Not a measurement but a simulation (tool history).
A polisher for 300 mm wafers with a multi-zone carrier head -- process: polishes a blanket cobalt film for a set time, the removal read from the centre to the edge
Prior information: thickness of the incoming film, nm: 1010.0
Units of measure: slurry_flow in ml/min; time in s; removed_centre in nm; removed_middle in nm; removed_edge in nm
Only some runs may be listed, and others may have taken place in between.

Run 1, hour 0: slurry_flow 240 ml/min, centre_zone 1, middle_zone 1, edge_zone 1, time 38 s. Result: removed_centre 164.09 nm, removed_middle 166.05 nm, removed_edge 166.91 nm.
Run 2, hour 8.3: slurry_flow 240 ml/min, centre_zone 1, middle_zone 1, edge_zone 0.95, time 38 s. Result: removed_centre 165.6 nm, removed_middle 164.88 nm, removed_edge 161.69 nm.
Run 3, hour 15.6: slurry_flow 245 ml/min, centre_zone 1.01, middle_zone 1.03, edge_zone 0.98, time 39 s. Result: removed_centre 176.08 nm, removed_middle 176.7 nm, removed_edge 170.55 nm.
Run 4, hour 21.2: slurry_flow 245 ml/min, centre_zone 0.93, middle_zone 1.03, edge_zone 0.98, time 39 s. Result: removed_centre 161.59 nm, removed_middle 175.84 nm, removed_edge 168.1 nm.
Run 5, hour 25.3: slurry_flow 245 ml/min, centre_zone 0.93, middle_zone 1.03, edge_zone 0.98, time 36 s. Result: removed_centre 147.43 nm, removed_middle 157.55 nm, removed_edge 156.46 nm.
Run 6, hour 29.3: slurry_flow 245 ml/min, centre_zone 0.93, middle_zone 1.03, edge_zone 0.98, time 32 s. Result: removed_centre 128.38 nm, removed_middle 142.44 nm, removed_edge 138.21 nm.

Estimate the outcome of run 7 from the log above:
Run 7, hour 31.5: slurry_flow 250 ml/min, centre_zone 0.95, middle_zone 1.05, edge_zone 1.01, time 34 s. Result: removed_centre ?, removed_middle ?, removed_edge ?.

removed_centre: 143.81 nm
removed_middle: 158.41 nm
removed_edge: 147.45 nm
